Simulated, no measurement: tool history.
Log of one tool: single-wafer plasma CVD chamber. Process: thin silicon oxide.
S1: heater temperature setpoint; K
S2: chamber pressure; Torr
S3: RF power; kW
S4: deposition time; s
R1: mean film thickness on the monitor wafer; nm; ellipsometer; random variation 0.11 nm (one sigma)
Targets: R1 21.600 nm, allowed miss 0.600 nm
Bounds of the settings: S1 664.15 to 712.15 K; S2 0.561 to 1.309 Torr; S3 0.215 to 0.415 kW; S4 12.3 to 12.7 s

Run 1, hour 0.0: S1 688.15 K, S2 0.935 Torr, S3 0.315 kW, S4 12.3 s. Result: R1 24.596 nm.
Run 2, hour 1.7: S1 688.15 K, S2 0.907 Torr, S3 0.315 kW, S4 12.3 s. Result: R1 24.039 nm.
Run 3, hour 7.7: S1 688.15 K, S2 0.884 Torr, S3 0.315 kW, S4 12.3 s. Result: R1 23.723 nm.
Run 4, hour 16.1: S1 688.15 K, S2 1.043 Torr, S3 0.315 kW, S4 12.3 s. Result: R1 25.855 nm.
Run 5, hour 24.3: S1 688.15 K, S2 1.043 Torr, S3 0.315 kW, S4 12.7 s. Result: R1 26.820 nm.
Run 6, hour 32.3: S1 688.15 K, S2 0.980 Torr, S3 0.310 kW, S4 12.7 s. Result: R1 25.843 nm.
Run 7, hour 39.4: S1 688.15 K, S2 0.928 Torr, S3 0.305 kW, S4 12.7 s. Result: R1 25.003 nm.
Run 8, hour 45.9: S1 688.15 K, S2 0.886 Torr, S3 0.300 kW, S4 12.7 s. Result: R1 24.278 nm.
Run 9, hour 49.9: S1 688.15 K, S2 0.852 Torr, S3 0.295 kW, S4 12.7 s. Result: R1 23.323 nm.
Run 10, hour 52.1: S1 688.15 K, S2 0.831 Torr, S3 0.295 kW, S4 12.7 s. Result: R1 22.982 nm.
Run 11, hour 57.0: S1 688.15 K, S2 0.814 Torr, S3 0.295 kW, S4 12.7 s. Result: R1 22.698 nm.
Run 12, hour 60.8: S1 688.15 K, S2 0.801 Torr, S3 0.295 kW, S4 12.7 s. Result: R1 22.286 nm.
Run 13, hour 61.9: S1 688.15 K, S2 0.801 Torr, S3 0.295 kW, S4 12.7 s. Result: R1 22.428 nm.
Run 14, hour 69.4: S1 688.15 K, S2 0.791 Torr, S3 0.295 kW, S4 12.7 s. Result: R1 22.316 nm.
Run 15, hour 70.1: S1 688.15 K, S2 0.783 Torr, S3 0.295 kW, S4 12.7 s. Result: R1 22.187 nm.

Which of these 5 next moves meets every target?
Run A, hour 70.8: S1 683.15 K, S2 0.820 Torr, S3 0.295 kW, S4 12.7 s. Result: R1 ?.
Run B, hour 70.8: S1 696.15 K, S2 0.860 Torr, S3 0.305 kW, S4 12.3 s. Result: R1 ?.
Run C, hour 70.8: S1 688.15 K, S2 0.851 Torr, S3 0.305 kW, S4 12.4 s. Result: R1 ?.
Run D, hour 70.8: S1 683.15 K, S2 0.727 Torr, S3 0.340 kW, S4 12.3 s. Result: R1 ?.
Run E, hour 70.8: S1 686.15 K, S2 0.854 Torr, S3 0.290 kW, S4 12.5 s. Result: R1 ?.

move      R1
   A  23.019
   B  23.033
   C  23.196
   D  21.882
   E  22.996
A: further off than the last run
B: further off than the last run
C: further off than the last run
D: meets every target
E: further off than the last run
Answer: D
